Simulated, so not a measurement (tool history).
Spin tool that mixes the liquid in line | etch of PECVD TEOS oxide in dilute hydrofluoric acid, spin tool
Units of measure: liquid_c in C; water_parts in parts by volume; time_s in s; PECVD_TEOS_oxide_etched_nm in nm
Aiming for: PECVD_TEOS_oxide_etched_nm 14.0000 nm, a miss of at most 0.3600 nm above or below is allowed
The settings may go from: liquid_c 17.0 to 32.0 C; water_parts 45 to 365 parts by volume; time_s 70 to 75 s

| run | hour | liquid_c | water_parts | time_s | PECVD_TEOS_oxide_etched_nm |
|---|---|---|---|---|---|
| 1 | 0.0 | 24.0 | 205 | 70 | 6.4592 |
| 2 | 3.8 | 25.5 | 185 | 70 | 7.7399 |
| 3 | 4.9 | 23.5 | 185 | 70 | 7.1281 |
| 4 | 5.6 | 25.5 | 170 | 70 | 8.5512 |
| 5 | 10.5 | 25.5 | 170 | 75 | 9.1819 |
| 6 | 14.9 | 22.0 | 170 | 75 | 8.0085 |
| 7 | 17.8 | 24.0 | 165 | 75 | 9.0673 |
| 8 | 25.0 | 28.0 | 145 | 75 | 12.2640 |
|  | 26.4 | thermometer replaced |
| 9 | 26.4 | 28.5 | 145 | 75 | 12.9770 |
| 10 | 32.3 | 29.0 | 145 | 75 | 13.2070 |
| 11 | 38.6 | 29.5 | 145 | 75 | 13.4960 |

Consider the 5 candidate settings below. Which is the only one whose results all fall within their allowed miss of target?
| A | 44.9 | 30.0 | 150 | 75 | ? |
| B | 44.9 | 27.5 | 130 | 70 | ? |
| C | 44.9 | 29.5 | 150 | 75 | ? |
| D | 44.9 | 29.0 | 130 | 70 | ? |
| E | 44.9 | 31.5 | 150 | 70 | ? |

| move | PECVD_TEOS_oxide_etched_nm |
|---|---|
| A | 13.0900 |
| B | 13.1980 |
| C | 12.8560 |
| D | 13.9550 |
| E | 12.8890 |
A: its largest miss is bigger than the last run's
B: its largest miss is bigger than the last run's
C: its largest miss is bigger than the last run's
D: every result lands within tolerance
E: its largest miss is bigger than the last run's
D meets every target.
